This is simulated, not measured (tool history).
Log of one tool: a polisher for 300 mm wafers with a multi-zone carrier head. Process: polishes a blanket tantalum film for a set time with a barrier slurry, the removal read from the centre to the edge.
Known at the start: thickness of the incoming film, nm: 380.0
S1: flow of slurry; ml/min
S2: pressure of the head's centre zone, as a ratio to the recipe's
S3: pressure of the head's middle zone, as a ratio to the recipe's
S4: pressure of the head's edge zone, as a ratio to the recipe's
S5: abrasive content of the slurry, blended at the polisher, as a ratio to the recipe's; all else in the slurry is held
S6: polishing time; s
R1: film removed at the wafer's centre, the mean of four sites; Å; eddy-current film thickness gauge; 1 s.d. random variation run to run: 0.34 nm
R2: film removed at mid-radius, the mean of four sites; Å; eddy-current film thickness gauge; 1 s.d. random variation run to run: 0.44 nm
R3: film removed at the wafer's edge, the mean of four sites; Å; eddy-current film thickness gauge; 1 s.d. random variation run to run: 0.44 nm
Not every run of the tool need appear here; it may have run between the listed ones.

| run | hour | S1 | S2 | S3 | S4 | S5 | S6 | R1 | R2 | R3 |
|---|---|---|---|---|---|---|---|---|---|---|
| 1 | 0.0 | 155 | 1.00 | 1.00 | 1.00 | 1.00 | 55 | 701.45 | 730.47 | 739.60 |
| 2 | 2.0 | 140 | 0.95 | 0.96 | 1.01 | 0.85 | 49 | 546.74 | 580.60 | 633.67 |
| 3 | 3.2 | 130 | 0.92 | 0.94 | 0.99 | 0.75 | 45 | 466.89 | 508.08 | 538.63 |
| 4 | 11.6 | 130 | 0.92 | 0.94 | 0.95 | 0.75 | 45 | 458.83 | 495.95 | 530.49 |
| 5 | 12.8 | 130 | 0.92 | 0.94 | 0.95 | 0.65 | 45 | 428.72 | 458.50 | 501.44 |
| 6 | 13.4 | 120 | 0.89 | 0.91 | 0.96 | 0.60 | 43 | 377.16 | 415.68 | 453.40 |
| 7 | 19.6 | 115 | 0.88 | 0.88 | 0.99 | 0.55 | 43 | 358.46 | 389.13 | 435.69 |
| 8 | 27.3 | 110 | 0.86 | 0.86 | 1.02 | 0.55 | 43 | 344.34 | 376.84 | 451.76 |
| 9 | 31.5 | 105 | 0.85 | 0.85 | 1.00 | 0.55 | 43 | 334.98 | 367.32 | 441.54 |
| 10 | 32.9 | 105 | 0.84 | 0.85 | 0.99 | 0.55 | 43 | 332.09 | 372.46 | 440.58 |
| 11 | 41.5 | 105 | 0.84 | 0.84 | 0.98 | 0.55 | 43 | 336.27 | 370.69 | 434.85 |

What will run 12 give?
| 12 | 43.8 | 95 | 0.81 | 0.81 | 0.98 | 0.50 | 42 | ? | ? | ? |

Run 12 measured R1 295.80 Å, R2 335.32 Å, R3 399.55 Å.
